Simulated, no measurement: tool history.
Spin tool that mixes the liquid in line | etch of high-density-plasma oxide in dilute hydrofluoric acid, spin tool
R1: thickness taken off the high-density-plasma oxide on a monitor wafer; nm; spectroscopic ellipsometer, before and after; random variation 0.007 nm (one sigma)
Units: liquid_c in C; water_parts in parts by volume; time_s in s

Run 1, hour 0: liquid_c 23 C, water_parts 260 parts by volume, time_s 75 s. Result: R1 1.211 nm.
Run 2, hour 2.3: liquid_c 23 C, water_parts 185 parts by volume, time_s 75 s. Result: R1 1.8617 nm.
Run 3, hour 6.9: liquid_c 23 C, water_parts 185 parts by volume, time_s 55 s. Result: R1 1.3504 nm.
Run 4, hour 13.9: liquid_c 21 C, water_parts 185 parts by volume, time_s 55 s. Result: R1 1.2324 nm.
Run 5, hour 16.3: liquid_c 21 C, water_parts 125 parts by volume, time_s 55 s. Result: R1 1.9704 nm.
Run 6, hour 23.5: liquid_c 20.5 C, water_parts 140 parts by volume, time_s 55 s. Result: R1 1.6945 nm.
Run 7, hour 24.1: liquid_c 20 C, water_parts 155 parts by volume, time_s 55 s. Result: R1 1.5096 nm.
Run 8, hour 27.1: liquid_c 19.5 C, water_parts 165 parts by volume, time_s 55 s. Result: R1 1.3652 nm.
Run 9, hour 28.3: liquid_c 19 C, water_parts 175 parts by volume, time_s 55 s. Result: R1 1.2524 nm.
Run 10, hour 32.1: liquid_c 18.5 C, water_parts 180 parts by volume, time_s 55 s. Result: R1 1.169 nm.

Forecast run 11:
Run 11, hour 38: liquid_c 18 C, water_parts 185 parts by volume, time_s 55 s. Result: R1 ?.

R1: 1.1124 nm

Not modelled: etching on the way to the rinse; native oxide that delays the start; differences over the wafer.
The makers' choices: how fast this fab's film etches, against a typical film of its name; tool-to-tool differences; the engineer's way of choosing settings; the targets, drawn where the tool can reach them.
